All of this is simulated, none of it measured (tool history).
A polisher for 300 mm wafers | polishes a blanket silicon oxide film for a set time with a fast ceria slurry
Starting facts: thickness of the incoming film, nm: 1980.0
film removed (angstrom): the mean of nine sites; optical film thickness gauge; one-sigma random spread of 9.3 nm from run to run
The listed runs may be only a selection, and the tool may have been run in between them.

| run | hour | flow of slurry (ml/min) | pressure of the wafer on the pad (psi) | speed of the pad under the wafer (m/s) | polishing time (s) | film removed (angstrom) |
|---|---|---|---|---|---|---|
| 1 | 0.0 | 185 | 2.7 | 1.18 | 56 | 9371.1 |
| 2 | 2.6 | 195 | 2.9 | 1.18 | 56 | 9963.6 |
| 3 | 8.3 | 195 | 2.9 | 1.18 | 56 | 9878.2 |
| 4 | 11.5 | 195 | 3.2 | 1.18 | 56 | 10597.0 |
| 5 | 17.2 | 200 | 3.4 | 1.18 | 56 | 11079.0 |
| 6 | 22.0 | 200 | 3.6 | 1.18 | 56 | 11578.0 |
| 7 | 26.5 | 205 | 3.7 | 1.18 | 56 | 11927.0 |

The next listed run, before its measurement:
| 8 | 30.0 | 205 | 3.8 | 1.18 | 56 | ? |

{"run 8": {"film removed (angstrom)": 12261.0}}

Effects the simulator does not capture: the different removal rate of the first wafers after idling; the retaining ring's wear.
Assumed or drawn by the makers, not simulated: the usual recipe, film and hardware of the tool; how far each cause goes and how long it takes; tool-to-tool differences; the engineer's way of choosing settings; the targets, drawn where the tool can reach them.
